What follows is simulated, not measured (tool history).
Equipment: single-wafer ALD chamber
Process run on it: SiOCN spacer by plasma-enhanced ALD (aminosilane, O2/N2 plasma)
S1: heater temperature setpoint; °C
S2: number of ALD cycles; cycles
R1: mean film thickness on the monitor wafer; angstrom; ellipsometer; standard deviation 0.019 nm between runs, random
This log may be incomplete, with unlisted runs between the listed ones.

run 1 day=0 | S1=400 S2=108 | R1=66.197
run 2 day=0.154 | S1=400 S2=104 | R1=64.053
run 3 day=0.504 | S1=400 S2=101 | R1=61.929
run 4 day=0.642 | S1=400 S2=99 | R1=60.968
run 5 day=0.888 | S1=391 S2=99 | R1=60.834
run 6 day=1.2 | S1=391 S2=97 | R1=59.626
run 7 day=1.35 | S1=391 S2=95 | R1=58.307
-- day=1.412 thermocouple changed; heater temperature recalibrated
run 8 day=1.412 | S1=391 S2=94 | R1=57.853
run 9 day=1.475 | S1=391 S2=93 | R1=57.309

Run 10 is up next; what results do you expect?
run 10 day=1.554 | S1=391 S2=92 | R1=?

Run 10 produced R1 56.724 angstrom.
